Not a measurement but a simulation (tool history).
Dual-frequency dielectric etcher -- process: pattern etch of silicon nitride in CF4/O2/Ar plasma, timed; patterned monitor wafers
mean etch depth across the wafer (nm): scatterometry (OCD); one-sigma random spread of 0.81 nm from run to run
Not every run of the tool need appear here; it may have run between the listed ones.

| run | hour | source power (kW) | bias power (kW) | Ar flow (sccm) | CF4 flow (sccm) | etch time (s) | mean etch depth across the wafer (nm) |
|---|---|---|---|---|---|---|---|
| 1 | 0 | 0.65 | 0.061 | 108 | 134 | 142 | 339.87 |
| 2 | 4 | 0.65 | 0.061 | 108 | 134 | 148.5 | 353.91 |
| 3 | 10.1 | 0.72 | 0.061 | 108 | 134 | 148.5 | 384.65 |
| 4 | 15.9 | 0.72 | 0.051 | 108 | 134 | 148.5 | 364.47 |
| 5 | 24.8 | 0.67 | 0.051 | 108 | 134 | 148.5 | 344.47 |
| 6 | 30.4 | 0.67 | 0.051 | 108 | 134 | 148.5 | 343.28 |

Run 7 comes next. What will it give?
| 7 | 34.6 | 0.63 | 0.051 | 108 | 134 | 148.5 | ? |

mean etch depth across the wafer (nm): 329.98
